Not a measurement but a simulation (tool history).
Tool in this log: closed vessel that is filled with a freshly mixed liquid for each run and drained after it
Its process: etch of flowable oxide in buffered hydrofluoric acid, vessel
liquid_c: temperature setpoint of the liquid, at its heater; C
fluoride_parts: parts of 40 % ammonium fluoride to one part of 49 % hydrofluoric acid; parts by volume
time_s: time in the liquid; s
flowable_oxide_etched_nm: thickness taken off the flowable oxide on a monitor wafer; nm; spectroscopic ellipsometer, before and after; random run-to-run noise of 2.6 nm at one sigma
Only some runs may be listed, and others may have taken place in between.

run	hour	liquid_c	fluoride_parts	time_s	flowable_oxide_etched_nm
1	0	22	14.5	95	345.83
2	1.8	22	11.5	95	438.46
3	4.1	23	11	95	482.32
4	6.9	25.5	11	95	551.87
5	7.9	25.5	11	95	550.37
6	15.5	25.5	13.5	95	450.7
7	21.8	26	13	95	484.39
8	29.7	26.5	12.5	95	515.1
9	37.7	27	12	95	546.62
10	42.5	27.5	11.5	95	589.82
11	46	28	11	95	634.59

The next listed run, before its measurement:
12	46.5	28.5	11	95	?

flowable_oxide_etched_nm: 644.99 nm
